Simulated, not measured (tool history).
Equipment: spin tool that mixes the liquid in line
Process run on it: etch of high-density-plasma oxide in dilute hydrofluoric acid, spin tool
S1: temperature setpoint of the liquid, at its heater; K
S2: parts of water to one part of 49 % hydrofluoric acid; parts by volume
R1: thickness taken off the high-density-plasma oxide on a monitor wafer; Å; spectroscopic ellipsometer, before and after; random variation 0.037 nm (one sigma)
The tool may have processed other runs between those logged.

{"run": 1, "hour": 0.0, "S1": 296.15, "S2": 200, "time under the liquid (s)": 90, "R1": 33.086}
{"run": 2, "hour": 4.6, "S1": 296.15, "S2": 265, "time under the liquid (s)": 90, "R1": 23.168}
{"run": 3, "hour": 8.4, "S1": 296.15, "S2": 230, "time under the liquid (s)": 90, "R1": 27.436}
{"run": 4, "hour": 11.5, "S1": 292.65, "S2": 230, "time under the liquid (s)": 90, "R1": 24.116}
{"run": 5, "hour": 12.3, "S1": 295.65, "S2": 225, "time under the liquid (s)": 90, "R1": 27.626}
{"run": 6, "hour": 17.1, "S1": 297.65, "S2": 220, "time under the liquid (s)": 90, "R1": 30.779}
{"hour": 17.6, "done": "hydrofluoric acid flow meter replaced"}
{"run": 7, "hour": 17.6, "S1": 301.65, "S2": 215, "time under the liquid (s)": 90, "R1": 34.12}

The next listed run, before its measurement:
{"run": 8, "hour": 22.5, "S1": 302.15, "S2": 210, "time under the liquid (s)": 90, "R1": "?"}

R1: 35.195 Å
